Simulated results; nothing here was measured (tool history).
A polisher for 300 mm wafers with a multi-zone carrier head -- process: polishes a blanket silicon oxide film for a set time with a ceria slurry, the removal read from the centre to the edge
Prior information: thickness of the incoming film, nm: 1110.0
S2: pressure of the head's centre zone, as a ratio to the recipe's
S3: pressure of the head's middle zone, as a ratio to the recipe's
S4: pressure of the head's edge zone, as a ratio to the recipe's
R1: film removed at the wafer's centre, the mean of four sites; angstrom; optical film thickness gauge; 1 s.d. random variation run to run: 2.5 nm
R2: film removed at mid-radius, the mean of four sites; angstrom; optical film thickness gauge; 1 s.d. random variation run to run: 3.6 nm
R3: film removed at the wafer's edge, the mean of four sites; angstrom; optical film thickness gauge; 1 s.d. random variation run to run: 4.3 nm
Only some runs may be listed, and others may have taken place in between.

Run 1, hour 0: flow of slurry (ml/min) 220, S2 1, S3 1, S4 1, polishing time (s) 33. Result: R1 2298.1 angstrom, R2 2305.6 angstrom, R3 2283.5 angstrom.
Run 2, hour 8.1: flow of slurry (ml/min) 220, S2 1, S3 1, S4 0.97, polishing time (s) 33. Result: R1 2282.6 angstrom, R2 2293.5 angstrom, R3 2268.2 angstrom.
Run 3, hour 11.8: flow of slurry (ml/min) 225, S2 1.01, S3 1, S4 0.99, polishing time (s) 34. Result: R1 2375.9 angstrom, R2 2372.4 angstrom, R3 2323.9 angstrom.
Run 4, hour 19.9: flow of slurry (ml/min) 225, S2 1.06, S3 1, S4 0.99, polishing time (s) 34. Result: R1 2483.3 angstrom, R2 2340.1 angstrom, R3 2302.1 angstrom.
Run 5, hour 25.9: flow of slurry (ml/min) 225, S2 1.06, S3 1, S4 1, polishing time (s) 35. Result: R1 2553.9 angstrom, R2 2457.9 angstrom, R3 2408.5 angstrom.
Run 6, hour 29.8: flow of slurry (ml/min) 225, S2 1.02, S3 1, S4 1, polishing time (s) 35. Result: R1 2473.4 angstrom, R2 2465.4 angstrom, R3 2440.5 angstrom.
Run 7, hour 31: flow of slurry (ml/min) 225, S2 1.02, S3 1, S4 1, polishing time (s) 35. Result: R1 2460.2 angstrom, R2 2496.7 angstrom, R3 2400.2 angstrom.
Run 8, hour 38.8: flow of slurry (ml/min) 225, S2 1.03, S3 0.99, S4 1.01, polishing time (s) 36. Result: R1 2566.6 angstrom, R2 2478.9 angstrom, R3 2492 angstrom.
Run 9, hour 40.3: flow of slurry (ml/min) 225, S2 1.04, S3 0.99, S4 1.02, polishing time (s) 37. Result: R1 2643.1 angstrom, R2 2573.9 angstrom, R3 2534.3 angstrom.
Run 10, hour 49.1: flow of slurry (ml/min) 225, S2 1.05, S3 0.98, S4 1.03, polishing time (s) 38. Result: R1 2733.3 angstrom, R2 2643.9 angstrom, R3 2664.1 angstrom.

Expected results for the next run?
Run 11, hour 52.1: flow of slurry (ml/min) 285, S2 1.15, S3 1.06, S4 1.13, polishing time (s) 45. Result: R1 ?, R2 ?, R3 ?.

Logged for run 11: R1 3607.6 angstrom, R2 3411.2 angstrom, R3 3338.7 angstrom.
